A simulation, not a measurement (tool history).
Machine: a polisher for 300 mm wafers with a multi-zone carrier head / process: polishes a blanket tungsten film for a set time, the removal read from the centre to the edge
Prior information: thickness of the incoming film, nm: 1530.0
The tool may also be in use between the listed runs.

| run | hour | flow of slurry (ml/min) | pressure of the head's centre zone | pressure of the head's middle zone | pressure of the head's edge zone | abrasive content of the slurry | polishing time (s) | film removed at the wafer's centre (Å) | film removed at mid-radius (Å) | film removed at the wafer's edge (Å) |
|---|---|---|---|---|---|---|---|---|---|---|
| 1 | 0 | 175 | 1 | 1 | 1 | 1 | 71 | 2925.7 | 2888.7 | 2876.7 |
| 2 | 3.4 | 175 | 1 | 1.04 | 1 | 1 | 71 | 2920.5 | 2965.8 | 2847.9 |
| 3 | 7.3 | 175 | 1 | 1.04 | 0.94 | 1 | 71 | 2944.5 | 3009.2 | 2793.5 |
| 4 | 10.2 | 170 | 1 | 1.02 | 0.92 | 0.9 | 66 | 2648.9 | 2667.6 | 2500.5 |
| 5 | 14.5 | 170 | 0.92 | 1.02 | 0.92 | 0.9 | 66 | 2493.6 | 2615.8 | 2484.8 |
| 6 | 15.8 | 170 | 0.92 | 1.02 | 0.99 | 0.9 | 66 | 2509.3 | 2667.6 | 2583.4 |

Run 7, settings as shown, results not yet in. Your forecast:
| 7 | 22.9 | 155 | 0.98 | 0.95 | 0.89 | 0.65 | 50 | ? | ? | ? |

Run 7 came out at film removed at the wafer's centre (Å) 1760.2, film removed at mid-radius (Å) 1716.1, film removed at the wafer's edge (Å) 1685.5.
